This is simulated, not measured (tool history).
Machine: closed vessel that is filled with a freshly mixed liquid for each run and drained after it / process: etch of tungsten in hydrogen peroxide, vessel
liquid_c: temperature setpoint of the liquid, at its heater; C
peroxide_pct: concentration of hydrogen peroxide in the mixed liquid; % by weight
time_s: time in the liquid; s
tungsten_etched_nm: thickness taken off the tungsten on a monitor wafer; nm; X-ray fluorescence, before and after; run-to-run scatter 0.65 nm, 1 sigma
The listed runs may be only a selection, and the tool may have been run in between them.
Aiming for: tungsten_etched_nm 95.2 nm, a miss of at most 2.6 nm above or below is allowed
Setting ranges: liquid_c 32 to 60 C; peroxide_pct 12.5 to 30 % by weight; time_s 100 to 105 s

run,hour,liquid_c,peroxide_pct,time_s,tungsten_etched_nm
1,0,44,24.5,100,176.77
2,3.8,42.5,24.5,100,163.07
3,10.9,42.5,22,100,154.98
4,19.8,42.5,17.5,100,136.5
5,26.4,42.5,20,100,147.46
# hour 27.5: thermometer replaced
6,27.5,41.5,20,100,148.82
7,30.8,40,19,100,130.55
8,36.8,39,19,100,121.94
9,38.1,38.5,19,100,117.73
10,45.6,38,19,100,113.95
11,50.8,37.5,19,100,110.1

Exactly one of the 4 candidate moves below puts every result within its allowed miss. Which one?
A,56,38.5,23.5,100,?
B,56,36.5,16,100,?
C,56,38,23,105,?
D,56,41,19,100,?

move,tungsten_etched_nm
A,131.45
B,95.023
C,132.12
D,139.11
A: its largest miss is bigger than the last run's
B: each result inside its tolerance
C: its largest miss is bigger than the last run's
D: its largest miss is bigger than the last run's
B meets every target.

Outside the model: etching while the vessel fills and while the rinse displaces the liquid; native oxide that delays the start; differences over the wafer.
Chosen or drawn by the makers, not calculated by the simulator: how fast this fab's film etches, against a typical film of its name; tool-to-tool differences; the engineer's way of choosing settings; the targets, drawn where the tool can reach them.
